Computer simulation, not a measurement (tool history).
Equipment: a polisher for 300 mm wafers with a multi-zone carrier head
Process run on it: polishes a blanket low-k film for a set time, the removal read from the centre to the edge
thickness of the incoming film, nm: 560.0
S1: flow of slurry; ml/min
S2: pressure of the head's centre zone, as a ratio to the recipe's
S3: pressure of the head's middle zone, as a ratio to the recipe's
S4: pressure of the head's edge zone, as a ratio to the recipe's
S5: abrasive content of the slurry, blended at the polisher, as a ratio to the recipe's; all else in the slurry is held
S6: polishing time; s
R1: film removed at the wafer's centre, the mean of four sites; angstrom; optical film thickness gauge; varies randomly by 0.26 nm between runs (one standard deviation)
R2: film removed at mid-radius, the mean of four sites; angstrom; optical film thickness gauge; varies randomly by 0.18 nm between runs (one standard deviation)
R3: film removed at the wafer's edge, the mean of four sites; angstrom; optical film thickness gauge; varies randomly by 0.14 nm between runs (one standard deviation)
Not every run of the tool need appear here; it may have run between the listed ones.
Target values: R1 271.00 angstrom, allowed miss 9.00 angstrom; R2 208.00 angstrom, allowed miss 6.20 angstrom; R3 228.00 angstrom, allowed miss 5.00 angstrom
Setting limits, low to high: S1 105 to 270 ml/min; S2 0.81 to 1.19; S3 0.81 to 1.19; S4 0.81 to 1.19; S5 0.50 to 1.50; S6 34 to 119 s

run	hour	S1	S2	S3	S4	S5	S6	R1	R2	R3
1	0.0	175	1.00	1.00	1.00	1.00	76	247.93	235.71	237.96
2	4.8	175	1.00	0.97	1.00	1.00	76	251.63	225.49	239.97
3	7.3	170	1.02	0.96	0.98	1.00	76	249.59	232.08	234.20
4	16.3	180	1.05	0.93	0.99	0.95	76	258.83	222.61	234.07
5	24.9	180	1.06	0.91	0.98	0.95	76	259.64	218.41	233.94
6	32.3	180	1.06	0.95	0.98	0.95	76	254.35	226.59	233.45
7	38.9	180	1.08	0.92	0.97	0.95	76	257.89	216.76	233.80
8	44.9	185	1.11	0.91	0.94	0.95	76	273.14	218.67	234.76
9	46.5	180	1.11	0.90	0.93	0.95	76	271.31	217.48	229.19
10	47.1	180	1.11	0.89	0.93	0.95	76	269.38	216.64	230.99

Consider the 4 candidate settings below. Which is the only one whose results all fall within their allowed miss of target?
A	47.7	195	1.08	0.81	0.98	0.95	77	?	?	?
B	47.7	235	1.12	0.87	0.98	1.20	66	?	?	?
C	47.7	165	1.10	0.83	1.02	0.95	74	?	?	?
D	47.7	135	1.00	0.90	0.97	0.90	84	?	?	?

move	R1	R2	R3
A	275.65	207.82	239.48
B	273.26	206.88	226.39
C	261.13	196.87	228.23
D	251.63	221.08	242.19
A: the furthest-off result lands on target, but another misses its tolerance
B: each result inside its tolerance
C: the result that was furthest off in the last run now lies on the other side of its target
D: moves away from the targets compared with the last run
The right move is B.
